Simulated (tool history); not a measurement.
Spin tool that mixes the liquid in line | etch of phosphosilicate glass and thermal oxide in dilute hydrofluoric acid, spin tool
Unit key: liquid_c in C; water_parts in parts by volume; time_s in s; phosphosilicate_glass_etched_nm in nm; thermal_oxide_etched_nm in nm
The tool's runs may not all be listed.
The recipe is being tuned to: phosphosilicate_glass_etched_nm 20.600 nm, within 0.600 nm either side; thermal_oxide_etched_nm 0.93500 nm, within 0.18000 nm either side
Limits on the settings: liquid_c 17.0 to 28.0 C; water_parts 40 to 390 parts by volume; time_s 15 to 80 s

| run | hour | liquid_c | water_parts | time_s | phosphosilicate_glass_etched_nm | thermal_oxide_etched_nm |
|---|---|---|---|---|---|---|
| 1 | 0.0 | 20.0 | 215 | 40 | 13.046 | 0.62046 |
| 2 | 2.2 | 22.0 | 205 | 40 | 14.883 | 0.66001 |
| 3 | 5.3 | 24.5 | 205 | 40 | 16.307 | 0.77507 |
| 4 | 11.2 | 22.5 | 205 | 40 | 15.195 | 0.66925 |
| 5 | 14.1 | 22.5 | 205 | 45 | 16.925 | 0.74097 |
| 6 | 22.4 | 22.5 | 150 | 45 | 24.765 | 1.05750 |
| 7 | 28.6 | 21.5 | 150 | 45 | 24.028 | 1.00860 |
| 8 | 32.2 | 20.5 | 150 | 45 | 22.953 | 1.07080 |
| 9 | 38.6 | 20.0 | 150 | 45 | 22.150 | 1.03390 |
| 10 | 42.4 | 20.0 | 150 | 45 | 22.532 | 1.04540 |
| 11 | 45.3 | 19.5 | 150 | 45 | 21.671 | 1.02800 |

Consider the 4 candidate settings below. Which is the only one whose results all fall within their allowed miss of target?
| A | 48.2 | 17.0 | 140 | 50 | ? | ? |
| B | 48.2 | 17.0 | 130 | 40 | ? | ? |
| C | 48.2 | 21.5 | 145 | 40 | ? | ? |
| D | 48.2 | 18.0 | 155 | 50 | ? | ? |

| move | phosphosilicate_glass_etched_nm | thermal_oxide_etched_nm |
|---|---|---|
| A | 23.716 | 1.06490 |
| B | 20.627 | 0.92623 |
| C | 21.917 | 0.98415 |
| D | 22.015 | 0.98856 |
A: lands further from the targets than the last run did
B: hits every target within its allowed miss
C: lands further from the targets than the last run did
D: lands further from the targets than the last run did
Answer: B

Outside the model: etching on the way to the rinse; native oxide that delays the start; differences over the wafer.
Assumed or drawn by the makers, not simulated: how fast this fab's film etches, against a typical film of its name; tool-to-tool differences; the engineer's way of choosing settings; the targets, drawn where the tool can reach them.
